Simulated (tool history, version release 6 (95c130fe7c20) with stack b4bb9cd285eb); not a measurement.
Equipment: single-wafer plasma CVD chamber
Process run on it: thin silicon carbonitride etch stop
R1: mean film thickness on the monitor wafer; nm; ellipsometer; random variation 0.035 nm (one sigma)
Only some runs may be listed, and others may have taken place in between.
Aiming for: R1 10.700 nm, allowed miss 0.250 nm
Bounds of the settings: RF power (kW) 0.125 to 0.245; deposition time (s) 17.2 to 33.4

Run 1, hour 0.0: RF power (kW) 0.185, deposition time (s) 25.3. Result: R1 14.015 nm.
Run 2, hour 4.2: RF power (kW) 0.185, deposition time (s) 28.5. Result: R1 15.666 nm.
Run 3, hour 4.9: RF power (kW) 0.165, deposition time (s) 28.5. Result: R1 15.248 nm.
Run 4, hour 12.3: RF power (kW) 0.165, deposition time (s) 30.1. Result: R1 16.099 nm.
Run 5, hour 17.4: RF power (kW) 0.160, deposition time (s) 28.2. Result: R1 14.979 nm.
Run 6, hour 21.2: RF power (kW) 0.170, deposition time (s) 28.2. Result: R1 15.204 nm.
Run 7, hour 29.7: RF power (kW) 0.165, deposition time (s) 26.6. Result: R1 14.183 nm.
Run 8, hour 30.9: RF power (kW) 0.160, deposition time (s) 25.4. Result: R1 13.427 nm.
Run 9, hour 37.8: RF power (kW) 0.160, deposition time (s) 25.4. Result: R1 13.500 nm.
Run 10, hour 45.8: RF power (kW) 0.155, deposition time (s) 24.4. Result: R1 12.921 nm.
Run 11, hour 47.4: RF power (kW) 0.150, deposition time (s) 23.6. Result: R1 12.337 nm.
Run 12, hour 52.2: RF power (kW) 0.145, deposition time (s) 23.0. Result: R1 11.972 nm.
Run 13, hour 54.4: RF power (kW) 0.140, deposition time (s) 22.6. Result: R1 11.699 nm.
Run 14, hour 55.4: RF power (kW) 0.140, deposition time (s) 22.2. Result: R1 11.518 nm.
Run 15, hour 56.9: RF power (kW) 0.130, deposition time (s) 20.4. Result: R1 10.302 nm.
Run 16, hour 63.4: RF power (kW) 0.130, deposition time (s) 20.5. Result: R1 10.407 nm.

5 candidate next runs follow, results not yet known. Just one meets every target within its allowed miss. Identify it.
Run A, hour 69.9: RF power (kW) 0.125, deposition time (s) 20.3. Result: R1 ?.
Run B, hour 69.9: RF power (kW) 0.125, deposition time (s) 20.4. Result: R1 ?.
Run C, hour 69.9: RF power (kW) 0.125, deposition time (s) 20.1. Result: R1 ?.
Run D, hour 69.9: RF power (kW) 0.155, deposition time (s) 20.2. Result: R1 ?.
Run E, hour 69.9: RF power (kW) 0.135, deposition time (s) 19.8. Result: R1 ?.

move      R1
   A  10.148
   B  10.198
   C  10.048
   D  10.619
   E  10.075
A: the biggest miss grows against the last run
B: the biggest miss grows against the last run
C: the biggest miss grows against the last run
D: in spec on every target
E: the biggest miss grows against the last run
Go with D: it meets all targets.
